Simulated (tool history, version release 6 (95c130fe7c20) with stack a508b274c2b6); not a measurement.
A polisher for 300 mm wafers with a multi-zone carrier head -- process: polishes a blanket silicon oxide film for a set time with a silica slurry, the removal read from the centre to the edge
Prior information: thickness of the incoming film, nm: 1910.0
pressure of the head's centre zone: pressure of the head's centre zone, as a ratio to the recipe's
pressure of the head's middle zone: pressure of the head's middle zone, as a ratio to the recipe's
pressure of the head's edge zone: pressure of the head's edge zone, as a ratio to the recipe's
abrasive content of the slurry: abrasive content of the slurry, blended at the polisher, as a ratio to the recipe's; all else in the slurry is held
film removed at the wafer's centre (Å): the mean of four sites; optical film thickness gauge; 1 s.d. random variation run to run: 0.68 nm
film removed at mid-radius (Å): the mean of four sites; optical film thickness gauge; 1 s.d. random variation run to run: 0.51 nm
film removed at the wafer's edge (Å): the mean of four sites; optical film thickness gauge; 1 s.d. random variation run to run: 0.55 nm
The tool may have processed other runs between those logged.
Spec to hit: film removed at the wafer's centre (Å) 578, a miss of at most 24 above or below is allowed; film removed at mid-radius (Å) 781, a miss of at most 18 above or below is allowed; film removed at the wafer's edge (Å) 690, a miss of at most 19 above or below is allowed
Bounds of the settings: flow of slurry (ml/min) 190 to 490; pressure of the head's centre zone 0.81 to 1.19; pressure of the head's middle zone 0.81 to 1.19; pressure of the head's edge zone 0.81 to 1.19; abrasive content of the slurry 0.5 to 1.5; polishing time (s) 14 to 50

run,day,flow of slurry (ml/min),pressure of the head's centre zone,pressure of the head's middle zone,pressure of the head's edge zone,abrasive content of the slurry,polishing time (s),film removed at the wafer's centre (Å),film removed at mid-radius (Å),film removed at the wafer's edge (Å)
1,0,315,1,1,1,1,32,819.17,822.16,844.61
2,0.196,315,1,0.96,1,1,32,823.92,796.12,849.76
3,0.367,310,0.98,0.97,0.99,0.95,32,811.97,794.03,820.23
4,0.654,310,0.98,1.03,0.99,0.95,32,787.44,826.57,814.77
5,0.762,310,0.98,1.03,0.99,1.05,32,823.17,854.66,850.1
6,0.942,310,0.96,1.04,0.99,1,32,770.85,842.86,819.62
7,1.171,310,0.95,1.04,0.99,1,32,782,839.39,832.84
8,1.262,310,0.95,1.04,0.99,1,32,790.34,848.69,834.87
9,1.45,305,0.94,1.05,1,0.95,32,764.56,834.36,823.57
10,1.558,305,0.93,1.06,1,0.9,32,731.89,831.1,801.23
11,1.692,305,0.92,1.06,1,0.85,32,705.16,809.5,796.49
12,1.808,280,0.82,1.13,0.9,0.7,31,565.87,769.27,663.43

Next run, 4 choices. One meets every target within its allowed miss, the rest don't. Which?
A,1.925,290,0.86,1.18,0.85,0.65,31,?,?,?
B,1.925,310,0.9,1.19,0.83,0.7,31,?,?,?
C,1.925,360,0.83,1.18,0.81,0.7,30,?,?,?
D,1.925,250,0.81,1.08,0.83,1,29,?,?,?

move,film removed at the wafer's centre (Å),film removed at mid-radius (Å),film removed at the wafer's edge (Å)
A,577.05,774.34,646.2
B,626.05,807.51,660.93
C,567.03,787.11,639.85
D,583.2,772.65,692.29
A: further off than the last run
B: further off than the last run
C: further off than the last run
D: every result lands within tolerance
Go with D: it meets all targets.

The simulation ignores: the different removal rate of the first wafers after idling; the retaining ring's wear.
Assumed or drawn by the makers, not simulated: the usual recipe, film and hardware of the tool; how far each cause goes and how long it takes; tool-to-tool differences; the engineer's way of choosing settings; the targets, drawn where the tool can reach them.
